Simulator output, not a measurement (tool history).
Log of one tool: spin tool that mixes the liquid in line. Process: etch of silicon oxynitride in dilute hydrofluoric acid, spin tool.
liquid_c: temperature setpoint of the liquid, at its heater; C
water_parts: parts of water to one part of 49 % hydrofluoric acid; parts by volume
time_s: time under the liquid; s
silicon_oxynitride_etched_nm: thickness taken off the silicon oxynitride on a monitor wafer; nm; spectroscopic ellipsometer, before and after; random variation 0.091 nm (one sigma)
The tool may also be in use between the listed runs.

run  hour  liquid_c  water_parts  time_s  silicon_oxynitride_etched_nm
  1     0        20           80     195                         10.42
  2   5.7      22.5           70     195                        13.396
  3  12.2      22.5           60     195                        15.856
  4  16.8      22.5           60     210                        17.047
  5  21.4        24           55     210                        19.969
  6  25.9      25.5           55     210                        21.652

Forecast run 7:
  7  31.1      26.5           55     210                             ?

Run 7 gave silicon_oxynitride_etched_nm 22.758 nm.
